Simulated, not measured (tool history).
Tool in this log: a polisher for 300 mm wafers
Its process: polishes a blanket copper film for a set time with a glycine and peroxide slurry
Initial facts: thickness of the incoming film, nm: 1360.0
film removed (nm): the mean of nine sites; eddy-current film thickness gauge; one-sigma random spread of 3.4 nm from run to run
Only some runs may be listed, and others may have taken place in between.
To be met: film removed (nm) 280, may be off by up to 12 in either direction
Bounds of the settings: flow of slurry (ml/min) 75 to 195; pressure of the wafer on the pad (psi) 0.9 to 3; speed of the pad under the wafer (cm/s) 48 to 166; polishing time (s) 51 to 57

run  hour  flow of slurry (ml/min)  pressure of the wafer on the pad (psi)  speed of the pad under the wafer (cm/s)  polishing time (s)  film removed (nm)
  1     0                      125                                     1.9                                      106                  57             201.31
  2   5.6                      155                                     1.9                                      106                  57             214.01
  3  10.3                      155                                     1.9                                      106                  51             187.13
  4  14.9                      155                                       2                                      106                  51             196.51
  5  22.8                      185                                       2                                      106                  51             199.85
  6  24.3                      185                                     2.1                                      106                  51              200.1
  7  25.6                      185                                     2.1                                      106                  51              205.3
  8  26.5                      190                                     2.7                                      110                  51             252.22
  9  29.6                      190                                     2.9                                      112                  51             265.94

Exercise: of the 4 proposed moves below, exactly one satisfies all targets within the stated allowed misses. Which move is it?
  A  32.7                      175                                     2.8                                      132                  55                  ?
  B  32.7                      185                                     2.7                                      132                  56                  ?
  C  32.7                      180                                       3                                      108                  55                  ?
  D  32.7                      150                                       3                                      122                  57                  ?

move  film removed (nm)
   A             309.08
   B             309.26
   C             277.97
   D             308.68
A: moves the result that the last run missed by most past its target, out the other side
B: moves the result that the last run missed by most past its target, out the other side
C: every result lands within tolerance
D: moves the result that the last run missed by most past its target, out the other side
The right move is C.
